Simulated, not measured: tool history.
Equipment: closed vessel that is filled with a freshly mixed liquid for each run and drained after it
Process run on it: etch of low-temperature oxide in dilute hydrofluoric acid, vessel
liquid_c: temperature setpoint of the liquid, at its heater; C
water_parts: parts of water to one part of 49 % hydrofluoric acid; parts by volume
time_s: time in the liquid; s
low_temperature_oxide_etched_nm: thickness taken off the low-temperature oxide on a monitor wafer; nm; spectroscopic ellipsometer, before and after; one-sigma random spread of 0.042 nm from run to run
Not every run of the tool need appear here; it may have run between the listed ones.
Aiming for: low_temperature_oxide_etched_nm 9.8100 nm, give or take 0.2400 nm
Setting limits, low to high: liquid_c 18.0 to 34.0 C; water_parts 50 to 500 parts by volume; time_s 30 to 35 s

| run | day | liquid_c | water_parts | time_s | low_temperature_oxide_etched_nm |
|---|---|---|---|---|---|
| 1 | 0.000 | 26.0 | 275 | 35 | 2.9258 |
| 2 | 0.342 | 26.0 | 185 | 35 | 4.7867 |
| 3 | 0.488 | 26.0 | 185 | 35 | 4.8053 |
| 4 | 0.654 | 26.0 | 185 | 35 | 4.7756 |
| 5 | 0.862 | 28.0 | 165 | 35 | 5.9079 |
| 6 | 0.921 | 28.0 | 250 | 35 | 3.5167 |
| 7 | 1.004 | 29.5 | 210 | 35 | 4.5981 |
| 8 | 1.271 | 30.5 | 180 | 35 | 5.7883 |
| 9 | 1.442 | 31.5 | 160 | 35 | 6.9312 |
| 10 | 1.554 | 32.0 | 150 | 35 | 7.6640 |
| 11 | 1.938 | 32.5 | 145 | 35 | 8.1141 |
| 12 | 1.979 | 33.0 | 140 | 35 | 8.5948 |
| 13 | 2.233 | 33.0 | 135 | 35 | 9.0820 |
| 14 | 2.550 | 34.0 | 125 | 35 | 10.1850 |
| 15 | 2.633 | 34.0 | 125 | 35 | 10.1870 |

Next run, 5 choices. One meets every target within its allowed miss, the rest don't. Which?
| A | 2.717 | 31.5 | 115 | 35 | ? |
| B | 2.717 | 30.0 | 110 | 35 | ? |
| C | 2.717 | 34.0 | 135 | 35 | ? |
| D | 2.717 | 34.0 | 130 | 35 | ? |
| E | 2.717 | 33.5 | 135 | 35 | ? |

| move | low_temperature_oxide_etched_nm |
|---|---|
| A | 10.3140 |
| B | 10.2760 |
| C | 9.3329 |
| D | 9.7633 |
| E | 9.1708 |
A: moves away from the targets compared with the last run
B: moves away from the targets compared with the last run
C: takes the result that was furthest off past its target
D: every result lands within tolerance
E: takes the result that was furthest off past its target
The right move is D.

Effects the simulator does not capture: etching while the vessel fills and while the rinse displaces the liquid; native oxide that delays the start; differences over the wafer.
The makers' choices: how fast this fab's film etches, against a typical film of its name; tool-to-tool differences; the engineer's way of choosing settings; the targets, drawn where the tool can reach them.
